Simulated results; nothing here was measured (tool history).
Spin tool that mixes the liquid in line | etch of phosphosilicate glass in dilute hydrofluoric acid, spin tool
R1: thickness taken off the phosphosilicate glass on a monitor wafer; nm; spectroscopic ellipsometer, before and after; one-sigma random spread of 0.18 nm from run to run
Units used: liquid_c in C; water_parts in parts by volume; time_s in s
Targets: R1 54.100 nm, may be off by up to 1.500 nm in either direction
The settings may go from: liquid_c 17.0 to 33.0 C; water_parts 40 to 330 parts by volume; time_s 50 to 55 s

{"run": 1, "hour": 0.0, "liquid_c": 25.0, "water_parts": 185, "time_s": 50, "R1": 26.314}
{"run": 2, "hour": 3.4, "liquid_c": 25.0, "water_parts": 185, "time_s": 55, "R1": 28.751}
{"run": 3, "hour": 6.8, "liquid_c": 25.0, "water_parts": 185, "time_s": 50, "R1": 26.262}
{"run": 4, "hour": 11.7, "liquid_c": 25.0, "water_parts": 225, "time_s": 50, "R1": 20.71}
{"run": 5, "hour": 18.6, "liquid_c": 26.0, "water_parts": 205, "time_s": 50, "R1": 23.978}
{"run": 6, "hour": 27.1, "liquid_c": 27.0, "water_parts": 190, "time_s": 50, "R1": 27.487}
{"run": 7, "hour": 32.1, "liquid_c": 28.0, "water_parts": 175, "time_s": 50, "R1": 31.351}
{"run": 8, "hour": 33.5, "liquid_c": 29.0, "water_parts": 165, "time_s": 50, "R1": 34.909}
{"run": 9, "hour": 39.3, "liquid_c": 33.0, "water_parts": 110, "time_s": 50, "R1": 64.971}
{"run": 10, "hour": 43.0, "liquid_c": 32.5, "water_parts": 110, "time_s": 50, "R1": 63.954}
{"run": 11, "hour": 50.5, "liquid_c": 28.5, "water_parts": 115, "time_s": 50, "R1": 52.379}

Pick the move, out of 4, that brings all results within their allowed miss; only one does.
{"run": "A", "hour": 58.0, "liquid_c": 30.0, "water_parts": 125, "time_s": 50, "R1": "?"}
{"run": "B", "hour": 58.0, "liquid_c": 33.0, "water_parts": 140, "time_s": 55, "R1": "?"}
{"run": "C", "hour": 58.0, "liquid_c": 23.0, "water_parts": 105, "time_s": 55, "R1": "?"}
{"run": "D", "hour": 58.0, "liquid_c": 29.5, "water_parts": 120, "time_s": 50, "R1": "?"}

move=A R1=50.440
move=B R1=54.141
move=C R1=51.634
move=D R1=51.912
A: misses by more than the last run did
B: meets every target
C: misses by more than the last run did
D: misses by more than the last run did
B meets every target.
